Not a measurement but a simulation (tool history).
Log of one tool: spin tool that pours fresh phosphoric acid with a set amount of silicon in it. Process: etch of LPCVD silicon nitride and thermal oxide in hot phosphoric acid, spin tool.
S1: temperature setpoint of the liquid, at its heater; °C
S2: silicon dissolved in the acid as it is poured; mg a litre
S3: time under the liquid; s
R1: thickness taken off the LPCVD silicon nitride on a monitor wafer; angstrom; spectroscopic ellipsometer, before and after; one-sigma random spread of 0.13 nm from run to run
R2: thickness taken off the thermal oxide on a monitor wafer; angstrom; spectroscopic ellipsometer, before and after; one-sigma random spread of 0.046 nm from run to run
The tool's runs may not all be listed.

run  hour     S1    S2   S3      R1      R2
  1     0    164    20  135  112.22  3.0296
  2   3.5    164    20   95  79.413  2.2432
  3   7.7  164.5  19.5  105  89.064  2.5468
  4  14.3    165    19  115  99.738  3.0865
  5  19.3  165.5  19.5  125  107.92  2.7591
  6  26.1  165.5  24.5  125  108.64  2.7282
  7  31.1  165.5  22.5  130  113.19  2.6529
  8  37.3  165.5  20.5  135  117.68  3.3262
  9  42.3  165.5    20  140  122.85  3.2378

Run 10, settings as shown, results not yet in. Your forecast:
 10  50.6  165.5  18.5  145   ?   ?

{"run 10": {"R1": 126.33, "R2": 3.3934}}
